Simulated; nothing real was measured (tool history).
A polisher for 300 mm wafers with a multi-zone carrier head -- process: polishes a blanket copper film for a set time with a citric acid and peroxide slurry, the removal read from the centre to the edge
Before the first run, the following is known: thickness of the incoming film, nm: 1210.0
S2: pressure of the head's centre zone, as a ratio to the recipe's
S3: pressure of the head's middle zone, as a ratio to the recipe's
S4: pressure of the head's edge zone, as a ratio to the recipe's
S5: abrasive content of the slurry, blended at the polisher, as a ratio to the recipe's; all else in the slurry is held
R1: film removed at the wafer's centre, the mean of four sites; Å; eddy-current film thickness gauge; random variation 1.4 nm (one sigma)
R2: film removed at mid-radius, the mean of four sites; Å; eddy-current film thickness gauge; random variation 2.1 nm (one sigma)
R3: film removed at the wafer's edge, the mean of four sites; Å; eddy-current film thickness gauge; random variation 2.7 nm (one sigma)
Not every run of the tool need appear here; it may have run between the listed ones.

Run 1, hour 0: flow of slurry (ml/min) 215, S2 1, S3 1, S4 1, S5 1, polishing time (s) 80. Result: R1 1675.4 Å, R2 1688.5 Å, R3 1711.4 Å.
Run 2, hour 2.2: flow of slurry (ml/min) 220, S2 0.99, S3 1.02, S4 1.02, S5 1.05, polishing time (s) 81. Result: R1 1728.9 Å, R2 1748.7 Å, R3 1765.1 Å.
Run 3, hour 2.8: flow of slurry (ml/min) 210, S2 0.97, S3 1.04, S4 1.04, S5 1.1, polishing time (s) 82. Result: R1 1703.2 Å, R2 1824.4 Å, R3 1772.9 Å.
Run 4, hour 8.7: flow of slurry (ml/min) 210, S2 0.97, S3 1.04, S4 0.96, S5 1.1, polishing time (s) 82. Result: R1 1698.5 Å, R2 1804.2 Å, R3 1773.3 Å.
Run 5, hour 17.7: flow of slurry (ml/min) 205, S2 0.95, S3 1.04, S4 0.97, S5 1.15, polishing time (s) 83. Result: R1 1672.6 Å, R2 1883.5 Å, R3 1826.2 Å.
Run 6, hour 18.9: flow of slurry (ml/min) 210, S2 0.94, S3 1.04, S4 0.97, S5 1.2, polishing time (s) 84. Result: R1 1725.8 Å, R2 1904.4 Å, R3 1860.8 Å.
Run 7, hour 20: flow of slurry (ml/min) 205, S2 0.92, S3 1.04, S4 0.97, S5 1.25, polishing time (s) 85. Result: R1 1701.2 Å, R2 1924.8 Å, R3 1880.6 Å.
Run 8, hour 26.7: flow of slurry (ml/min) 205, S2 0.91, S3 1.04, S4 0.97, S5 1.3, polishing time (s) 86. Result: R1 1717.1 Å, R2 1942.3 Å, R3 1862.1 Å.
Run 9, hour 34.9: flow of slurry (ml/min) 205, S2 0.9, S3 1.04, S4 0.97, S5 1.25, polishing time (s) 88. Result: R1 1714.5 Å, R2 1981.1 Å, R3 1931.1 Å.
Run 10, hour 41.7: flow of slurry (ml/min) 200, S2 0.89, S3 1.04, S4 0.97, S5 1.25, polishing time (s) 89. Result: R1 1698.2 Å, R2 1976.2 Å, R3 1923.2 Å.
Run 11, hour 46.7: flow of slurry (ml/min) 195, S2 0.88, S3 1.04, S4 0.97, S5 1.3, polishing time (s) 90. Result: R1 1737.4 Å, R2 2053.2 Å, R3 1991.3 Å.
Run 12, hour 53.8: flow of slurry (ml/min) 190, S2 0.87, S3 1.04, S4 0.97, S5 1.3, polishing time (s) 91. Result: R1 1724.8 Å, R2 2054.3 Å, R3 1979.4 Å.

What does the tool deliver on the next run?
Run 13, hour 57: flow of slurry (ml/min) 250, S2 0.83, S3 1.11, S4 1.07, S5 1.4, polishing time (s) 91. Result: R1 ?, R2 ?, R3 ?.

{"run 13": {"R1": 1740.1, "R2": 2195.2, "R3": 2222.4}}
